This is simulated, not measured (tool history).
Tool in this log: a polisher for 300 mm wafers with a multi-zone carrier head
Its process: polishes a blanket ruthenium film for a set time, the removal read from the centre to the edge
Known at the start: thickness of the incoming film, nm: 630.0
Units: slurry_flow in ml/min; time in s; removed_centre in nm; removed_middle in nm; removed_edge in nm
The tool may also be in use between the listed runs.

run	day	slurry_flow	centre_zone	middle_zone	edge_zone	time	removed_centre	removed_middle	removed_edge
1	0	205	1	1	1	69	63.152	65.305	64.027
2	0.275	205	1	1	1	56	51.457	52.012	52.217
3	0.329	160	1	1	1	56	48.387	49.358	49.604
4	0.379	160	1	1	1	62	53.632	55.352	55.488
5	0.546	205	1	1	1	62	56.592	58.346	57.187
6	0.721	205	1.05	1	1	62	59.846	57.692	57.916
7	0.971	205	1.05	1	1	62	59.668	57.238	56.789
8	1.033	185	1	0.98	0.99	61	54.065	54.86	55.241

Run 9 has not been measured yet. What should we expect?
9	1.171	170	0.96	0.97	0.98	61	?	?	?

Logged for run 9: removed_centre 51.03 nm, removed_middle 53.437 nm, removed_edge 53.86 nm.
